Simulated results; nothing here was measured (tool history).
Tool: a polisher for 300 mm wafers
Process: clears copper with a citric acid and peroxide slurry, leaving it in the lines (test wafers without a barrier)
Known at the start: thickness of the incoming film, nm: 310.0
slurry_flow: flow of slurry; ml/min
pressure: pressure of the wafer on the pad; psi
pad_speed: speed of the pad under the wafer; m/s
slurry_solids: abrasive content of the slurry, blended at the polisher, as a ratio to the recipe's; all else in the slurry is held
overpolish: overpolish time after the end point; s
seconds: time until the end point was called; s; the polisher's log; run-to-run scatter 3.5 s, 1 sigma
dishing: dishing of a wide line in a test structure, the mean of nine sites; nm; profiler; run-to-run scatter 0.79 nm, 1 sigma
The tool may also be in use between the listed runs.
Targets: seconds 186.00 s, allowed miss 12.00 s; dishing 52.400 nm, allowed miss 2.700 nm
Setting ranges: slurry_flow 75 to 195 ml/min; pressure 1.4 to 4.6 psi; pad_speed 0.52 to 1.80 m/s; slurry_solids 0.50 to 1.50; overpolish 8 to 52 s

run,hour,slurry_flow,pressure,pad_speed,slurry_solids,overpolish,seconds,dishing
1,0.0,125,3.0,1.16,1.00,26,120.78,46.335
2,1.6,125,3.5,1.16,1.00,26,111.53,50.632
3,3.3,125,3.5,1.16,1.20,26,104.52,52.982
4,9.6,125,3.0,1.16,1.20,26,115.12,47.837
5,16.6,100,3.0,1.16,1.20,26,125.11,47.571
6,18.0,95,2.7,1.12,1.20,30,142.66,47.749
7,20.6,90,2.5,1.10,1.20,33,154.58,46.807
8,25.1,85,2.4,1.08,1.20,36,162.56,48.085
9,32.9,80,2.0,1.04,1.20,45,198.33,48.580

Of the 5 settings listed for the next run, only one would bring every result within its allowed miss of target. Which one?
A,40.7,80,1.9,0.94,1.30,47,?,?
B,40.7,75,1.9,0.94,1.25,47,?,?
C,40.7,105,1.9,1.22,1.15,36,?,?
D,40.7,75,2.8,0.88,1.15,44,?,?
E,40.7,95,1.8,1.06,1.15,40,?,?

move,seconds,dishing
A,223.88,47.177
B,232.24,45.869
C,169.72,47.476
D,189.48,51.978
E,205.26,44.397
A: misses by more than the last run did
B: misses by more than the last run did
C: misses by more than the last run did
D: every result within its allowed miss
E: misses by more than the last run did
So the answer is move D, the one that meets all the targets.

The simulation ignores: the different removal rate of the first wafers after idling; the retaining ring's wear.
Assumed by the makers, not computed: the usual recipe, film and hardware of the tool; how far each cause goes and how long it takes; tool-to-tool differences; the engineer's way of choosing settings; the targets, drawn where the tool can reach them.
